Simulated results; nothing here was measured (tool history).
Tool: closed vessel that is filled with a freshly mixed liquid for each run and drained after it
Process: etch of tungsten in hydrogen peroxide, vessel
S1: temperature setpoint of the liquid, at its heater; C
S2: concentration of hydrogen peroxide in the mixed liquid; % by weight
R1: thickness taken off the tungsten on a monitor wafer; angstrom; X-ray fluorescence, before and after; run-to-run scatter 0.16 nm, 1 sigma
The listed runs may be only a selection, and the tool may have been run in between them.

Run 1, hour 0: S1 46 C, S2 22.5 % by weight, time in the liquid (s) 90. Result: R1 608.52 angstrom.
Run 2, hour 6.3: S1 40.5 C, S2 22.5 % by weight, time in the liquid (s) 90. Result: R1 427.64 angstrom.
Run 3, hour 10.6: S1 40.5 C, S2 26 % by weight, time in the liquid (s) 90. Result: R1 460 angstrom.
Run 4, hour 18.4: S1 40 C, S2 26 % by weight, time in the liquid (s) 90. Result: R1 446.34 angstrom.
Run 5, hour 26.1: S1 40 C, S2 26 % by weight, time in the liquid (s) 95. Result: R1 467.78 angstrom.
Run 6, hour 31.4: S1 39.5 C, S2 26 % by weight, time in the liquid (s) 95. Result: R1 454.81 angstrom.

Run 7 comes next. What will it give?
Run 7, hour 37.8: S1 34.5 C, S2 26 % by weight, time in the liquid (s) 95. Result: R1 ?.

Run 7 gave R1 324.77 angstrom.

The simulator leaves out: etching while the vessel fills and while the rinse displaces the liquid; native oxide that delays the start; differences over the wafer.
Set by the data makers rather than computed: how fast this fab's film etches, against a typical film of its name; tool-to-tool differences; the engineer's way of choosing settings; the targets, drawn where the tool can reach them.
